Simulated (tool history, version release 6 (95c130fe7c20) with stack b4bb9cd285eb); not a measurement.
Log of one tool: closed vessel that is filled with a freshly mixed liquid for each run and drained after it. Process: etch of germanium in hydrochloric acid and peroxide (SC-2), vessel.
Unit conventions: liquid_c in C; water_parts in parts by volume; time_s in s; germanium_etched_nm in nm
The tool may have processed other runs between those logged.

run,hour,liquid_c,water_parts,time_s,germanium_etched_nm
1,0.0,57.0,7.0,95,170.85
2,2.8,57.0,7.0,95,171.97
3,6.8,62.5,7.0,95,201.52
4,14.0,62.5,7.0,95,202.04
# hour 21.6: new drum of peroxide connected
5,21.6,59.5,7.0,95,186.69
6,22.2,56.5,7.0,95,169.49
7,23.6,54.0,7.0,95,156.40
8,27.9,54.0,7.0,95,156.71
9,36.9,52.0,7.0,95,148.49

What will run 10 give?
10,39.9,50.5,7.0,95,?

Logged for run 10: germanium_etched_nm 140.14 nm.

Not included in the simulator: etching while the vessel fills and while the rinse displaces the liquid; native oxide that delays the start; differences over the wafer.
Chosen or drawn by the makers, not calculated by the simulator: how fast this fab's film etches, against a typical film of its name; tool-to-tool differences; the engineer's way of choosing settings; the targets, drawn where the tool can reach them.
